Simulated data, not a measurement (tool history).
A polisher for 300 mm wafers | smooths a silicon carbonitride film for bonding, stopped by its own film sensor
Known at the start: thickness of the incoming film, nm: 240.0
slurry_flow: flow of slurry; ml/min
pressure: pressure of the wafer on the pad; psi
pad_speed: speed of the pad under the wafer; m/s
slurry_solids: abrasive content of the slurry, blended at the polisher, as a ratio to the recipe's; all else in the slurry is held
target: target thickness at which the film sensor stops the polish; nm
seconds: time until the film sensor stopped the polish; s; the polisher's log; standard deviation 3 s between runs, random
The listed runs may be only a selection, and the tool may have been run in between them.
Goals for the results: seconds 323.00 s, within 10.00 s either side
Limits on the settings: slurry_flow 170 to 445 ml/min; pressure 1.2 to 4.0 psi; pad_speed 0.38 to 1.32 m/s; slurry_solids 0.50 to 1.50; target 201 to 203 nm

Run 1, hour 0.0: slurry_flow 285 ml/min, pressure 2.6 psi, pad_speed 0.84 m/s, slurry_solids 1.00, target 203 nm. Result: seconds 155.20 s.
Run 2, hour 5.3: slurry_flow 285 ml/min, pressure 2.6 psi, pad_speed 0.84 m/s, slurry_solids 1.00, target 203 nm. Result: seconds 151.02 s.
Run 3, hour 7.3: slurry_flow 285 ml/min, pressure 2.9 psi, pad_speed 0.84 m/s, slurry_solids 1.00, target 203 nm. Result: seconds 137.92 s.
Run 4, hour 11.8: slurry_flow 215 ml/min, pressure 2.9 psi, pad_speed 0.84 m/s, slurry_solids 1.00, target 203 nm. Result: seconds 142.87 s.
Run 5, hour 16.6: slurry_flow 215 ml/min, pressure 2.9 psi, pad_speed 0.84 m/s, slurry_solids 0.90, target 203 nm. Result: seconds 152.85 s.
Run 6, hour 23.7: slurry_flow 215 ml/min, pressure 2.9 psi, pad_speed 0.84 m/s, slurry_solids 0.90, target 203 nm. Result: seconds 154.70 s.
Run 7, hour 26.2: slurry_flow 210 ml/min, pressure 2.6 psi, pad_speed 0.82 m/s, slurry_solids 0.90, target 203 nm. Result: seconds 170.05 s.
Run 8, hour 28.3: slurry_flow 210 ml/min, pressure 2.4 psi, pad_speed 0.78 m/s, slurry_solids 0.90, target 203 nm. Result: seconds 192.39 s.
Run 9, hour 32.7: slurry_flow 210 ml/min, pressure 2.2 psi, pad_speed 0.76 m/s, slurry_solids 0.90, target 203 nm. Result: seconds 208.33 s.

Consider the 4 candidate settings below. Which is the only one whose results all fall within their allowed miss of target?
Run A, hour 37.1: slurry_flow 265 ml/min, pressure 1.4 psi, pad_speed 0.54 m/s, slurry_solids 0.85, target 201 nm. Result: seconds ?.
Run B, hour 37.1: slurry_flow 175 ml/min, pressure 1.3 psi, pad_speed 0.68 m/s, slurry_solids 0.75, target 201 nm. Result: seconds ?.
Run C, hour 37.1: slurry_flow 215 ml/min, pressure 1.6 psi, pad_speed 0.52 m/s, slurry_solids 1.00, target 201 nm. Result: seconds ?.
Run D, hour 37.1: slurry_flow 180 ml/min, pressure 1.7 psi, pad_speed 0.42 m/s, slurry_solids 0.85, target 201 nm. Result: seconds ?.

move  seconds
   A   397.67
   B   437.74
   C   327.64
   D   398.28
A: carries the result that was furthest off beyond its target, to the other side
B: carries the result that was furthest off beyond its target, to the other side
C: every result within its allowed miss
D: carries the result that was furthest off beyond its target, to the other side
Correct choice: C, which meets every target
